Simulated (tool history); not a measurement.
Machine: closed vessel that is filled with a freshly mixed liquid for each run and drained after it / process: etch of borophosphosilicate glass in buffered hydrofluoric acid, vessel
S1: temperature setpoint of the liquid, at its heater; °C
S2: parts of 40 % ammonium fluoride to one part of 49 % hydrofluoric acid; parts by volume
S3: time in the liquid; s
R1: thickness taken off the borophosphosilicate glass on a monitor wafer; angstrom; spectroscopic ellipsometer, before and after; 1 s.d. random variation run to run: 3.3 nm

run	hour	S1	S2	S3	R1
1	0.0	25.0	14.0	100	2315.3
2	6.8	26.0	13.5	100	2520.8
3	12.7	26.0	10.5	100	3213.3
4	16.9	26.0	10.5	100	3221.9
5	25.6	26.0	10.5	110	3507.8
6	27.7	26.0	13.0	110	2815.4
7	35.1	27.0	12.5	110	3180.8
8	42.1	28.0	12.5	110	3308.9

Run 9 is up next; what results do you expect?
9	50.7	28.5	12.5	110	?

{"run 9": {"R1": 3423.2}}

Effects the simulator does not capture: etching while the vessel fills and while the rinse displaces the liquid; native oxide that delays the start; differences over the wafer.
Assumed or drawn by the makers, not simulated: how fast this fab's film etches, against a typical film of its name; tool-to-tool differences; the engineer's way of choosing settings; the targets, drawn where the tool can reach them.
